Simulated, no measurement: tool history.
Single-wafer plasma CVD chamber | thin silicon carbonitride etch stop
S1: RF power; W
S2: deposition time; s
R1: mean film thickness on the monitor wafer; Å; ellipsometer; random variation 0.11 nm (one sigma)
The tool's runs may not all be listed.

| run | hour | S1 | S2 | R1 |
|---|---|---|---|---|
| 1 | 0.0 | 255 | 23.3 | 144.72 |
| 2 | 7.7 | 255 | 25.7 | 160.96 |
| 3 | 9.1 | 275 | 26.8 | 172.38 |
| 4 | 12.7 | 290 | 27.6 | 180.84 |
| 5 | 21.5 | 300 | 28.1 | 188.69 |
| 6 | 26.2 | 265 | 28.1 | 179.11 |
| 7 | 27.2 | 280 | 28.4 | 184.15 |

The next listed run, before its measurement:
| 8 | 31.4 | 295 | 28.6 | ? |

R1: 188.80 Å
